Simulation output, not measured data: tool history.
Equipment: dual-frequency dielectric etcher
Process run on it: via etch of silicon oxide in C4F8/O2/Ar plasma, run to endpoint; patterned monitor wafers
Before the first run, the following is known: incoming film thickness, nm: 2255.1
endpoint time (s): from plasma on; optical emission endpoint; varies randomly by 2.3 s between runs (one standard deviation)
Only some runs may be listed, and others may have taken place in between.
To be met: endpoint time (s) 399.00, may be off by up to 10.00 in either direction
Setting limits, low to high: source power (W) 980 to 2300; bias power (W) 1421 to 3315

run  hour  source power (W)  bias power (W)  endpoint time (s)
  1   0.0              1640            2368             435.92
  2   4.5              1700            2396             432.10
  3   6.0              1700            2156             440.10
  4   6.5              1420            2156             472.77
  5   8.7              1420            2002             475.17
  6  13.2              1540            2069             463.07
  7  21.9              1640            2124             450.23
  8  27.7              1720            2173             436.73
  9  34.5              1780            2203             435.53

Next run, 4 choices. One meets every target within its allowed miss, the rest don't. Which?
  A  41.3              2090            2420                  ?
  B  41.3              1750            1910                  ?
  C  41.3              1950            2881                  ?
  D  41.3              1440            1633                  ?

move  endpoint time (s)
   A             395.12
   B             451.94
   C             383.31
   D             506.56
A: hits every target within its allowed miss
B: moves away from the targets compared with the last run
C: moves the result that the last run missed by most past its target, out the other side
D: moves away from the targets compared with the last run
A is the move that brings every result within its allowed miss.

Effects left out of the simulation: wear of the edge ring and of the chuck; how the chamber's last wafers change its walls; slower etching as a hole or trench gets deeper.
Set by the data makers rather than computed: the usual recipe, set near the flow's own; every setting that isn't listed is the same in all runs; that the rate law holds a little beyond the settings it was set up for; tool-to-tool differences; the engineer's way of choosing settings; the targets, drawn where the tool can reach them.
